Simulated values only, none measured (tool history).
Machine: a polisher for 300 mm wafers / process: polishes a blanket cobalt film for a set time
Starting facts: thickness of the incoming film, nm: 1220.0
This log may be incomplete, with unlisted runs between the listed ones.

run	hour	flow of slurry (ml/min)	pressure of the wafer on the pad (psi)	speed of the pad under the wafer (m/s)	polishing time (s)	film removed (Å)
1	0	280	1.4	0.94	74	2444.8
2	1.6	280	1.5	0.94	74	2642.2
3	3.4	285	1.7	0.94	74	2938.5
4	4.4	285	1.7	0.72	74	2381
5	7.3	285	1.9	0.82	74	2928.5
6	16.2	290	2	0.9	74	3265.2
7	22.8	290	2.1	0.96	74	3606.4

Run 8, settings as shown, results not yet in. Your forecast:
# hour 27.5: worn pad replaced by a new one
8	27.5	290	2.1	1.02	74	?

{"run 8": {"film removed (Å)": 4005.9}}
